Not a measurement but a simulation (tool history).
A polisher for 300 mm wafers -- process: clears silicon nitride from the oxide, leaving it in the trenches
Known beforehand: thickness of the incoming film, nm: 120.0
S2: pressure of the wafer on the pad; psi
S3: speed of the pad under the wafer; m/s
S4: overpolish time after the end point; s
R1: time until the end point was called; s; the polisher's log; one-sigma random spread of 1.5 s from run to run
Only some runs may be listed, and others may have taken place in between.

run 1 hour=0.0 | flow_of_slurry_(ml/min)=165 S2=2.4 S3=1.1 S4=6 | R1=126.27
run 2 hour=5.8 | flow_of_slurry_(ml/min)=160 S2=2.2 S3=1.1 S4=6 | R1=140.10
run 3 hour=13.0 | flow_of_slurry_(ml/min)=160 S2=2.7 S3=1.1 S4=6 | R1=115.17
run 4 hour=15.7 | flow_of_slurry_(ml/min)=130 S2=2.7 S3=1.1 S4=6 | R1=118.95
run 5 hour=21.6 | flow_of_slurry_(ml/min)=130 S2=2.7 S3=1.3 S4=6 | R1=101.48
run 6 hour=26.0 | flow_of_slurry_(ml/min)=130 S2=2.1 S3=1.3 S4=6 | R1=131.91
run 7 hour=33.3 | flow_of_slurry_(ml/min)=125 S2=2.0 S3=1.3 S4=6 | R1=138.84

Run 8 is up next; what results do you expect?
run 8 hour=40.4 | flow_of_slurry_(ml/min)=120 S2=1.9 S3=1.3 S4=6 | R1=?

{"run 8": {"R1": 145.38}}
